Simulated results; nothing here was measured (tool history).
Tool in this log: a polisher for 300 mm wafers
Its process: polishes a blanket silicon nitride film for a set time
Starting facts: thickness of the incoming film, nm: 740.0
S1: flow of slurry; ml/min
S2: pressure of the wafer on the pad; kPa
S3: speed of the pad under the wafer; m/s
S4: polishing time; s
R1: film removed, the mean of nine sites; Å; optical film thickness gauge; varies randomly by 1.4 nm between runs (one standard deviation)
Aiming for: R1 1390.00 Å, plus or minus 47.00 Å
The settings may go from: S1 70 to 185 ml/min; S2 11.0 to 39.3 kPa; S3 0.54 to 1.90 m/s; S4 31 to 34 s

| run | hour | S1 | S2 | S3 | S4 | R1 |
|---|---|---|---|---|---|---|
| 1 | 0.0 | 120 | 24.8 | 1.22 | 34 | 798.92 |
| 2 | 5.8 | 120 | 22.8 | 1.22 | 34 | 739.44 |
| 3 | 7.0 | 120 | 22.8 | 1.22 | 34 | 721.48 |
| 4 | 14.7 | 125 | 25.5 | 1.22 | 34 | 822.29 |
| 5 | 18.5 | 125 | 25.5 | 1.42 | 34 | 928.62 |
| 6 | 19.3 | 130 | 27.6 | 1.42 | 34 | 994.04 |
| 7 | 26.1 | 135 | 34.5 | 1.44 | 34 | 1305.20 |
| 8 | 27.6 | 140 | 35.2 | 1.44 | 34 | 1315.70 |
| 9 | 30.4 | 140 | 35.9 | 1.44 | 34 | 1353.20 |

Exercise: of the 5 proposed moves below, exactly one satisfies all targets within the stated allowed misses. Which move is it?
| A | 33.2 | 135 | 34.5 | 1.50 | 33 | ? |
| B | 33.2 | 155 | 35.9 | 1.42 | 32 | ? |
| C | 33.2 | 155 | 36.5 | 1.56 | 32 | ? |
| D | 33.2 | 135 | 39.3 | 1.24 | 34 | ? |
| E | 33.2 | 140 | 33.8 | 1.48 | 34 | ? |

| move | R1 |
|---|---|
| A | 1250.70 |
| B | 1245.10 |
| C | 1367.70 |
| D | 1258.10 |
| E | 1261.00 |
A: further off than the last run
B: further off than the last run
C: all results in spec
D: further off than the last run
E: further off than the last run
C meets every target.
